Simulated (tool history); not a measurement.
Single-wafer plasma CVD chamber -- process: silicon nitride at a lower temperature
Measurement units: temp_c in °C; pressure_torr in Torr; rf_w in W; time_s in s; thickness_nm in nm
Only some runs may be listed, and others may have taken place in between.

run,day,temp_c,pressure_torr,rf_w,time_s,thickness_nm
1,0.000,355,1.35,230,8.9,7.6151
2,0.346,360,1.35,230,8.9,7.5159
3,0.438,360,1.27,225,8.9,7.4035
4,0.729,369,1.27,225,8.9,7.3677
5,0.975,369,1.27,225,8.9,7.3671
6,1.292,369,1.27,250,8.9,7.7152
7,1.550,369,1.22,240,8.9,7.5607
8,1.833,369,1.19,230,8.9,7.2625

Expected results for the next run?
9,2.150,369,1.14,225,8.9,?

{"run 9": {"thickness_nm": 7.1448}}
